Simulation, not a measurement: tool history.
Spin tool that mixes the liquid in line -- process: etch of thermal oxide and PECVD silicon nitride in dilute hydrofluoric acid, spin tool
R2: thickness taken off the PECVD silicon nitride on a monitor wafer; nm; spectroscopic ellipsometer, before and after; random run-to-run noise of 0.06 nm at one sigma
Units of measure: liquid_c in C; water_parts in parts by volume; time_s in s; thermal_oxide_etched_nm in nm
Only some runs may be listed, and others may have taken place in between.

run 1 hour=0.0 | liquid_c=21.0 water_parts=210 time_s=180 | thermal_oxide_etched_nm=3.2918 R2=2.4272
run 2 hour=5.9 | liquid_c=21.0 water_parts=210 time_s=235 | thermal_oxide_etched_nm=4.2730 R2=3.3506
run 3 hour=6.8 | liquid_c=21.0 water_parts=190 time_s=225 | thermal_oxide_etched_nm=4.5775 R2=3.5372
run 4 hour=7.5 | liquid_c=21.0 water_parts=190 time_s=265 | thermal_oxide_etched_nm=5.3527 R2=4.0629
run 5 hour=8.3 | liquid_c=21.0 water_parts=220 time_s=265 | thermal_oxide_etched_nm=4.5223 R2=3.5613
run 6 hour=10.5 | liquid_c=21.0 water_parts=220 time_s=300 | thermal_oxide_etched_nm=5.0549 R2=4.0597

What will run 7 give?
run 7 hour=19.1 | liquid_c=20.5 water_parts=205 time_s=295 | thermal_oxide_etched_nm=? R2=?

thermal_oxide_etched_nm: 5.2710 nm
R2: 3.9559 nm
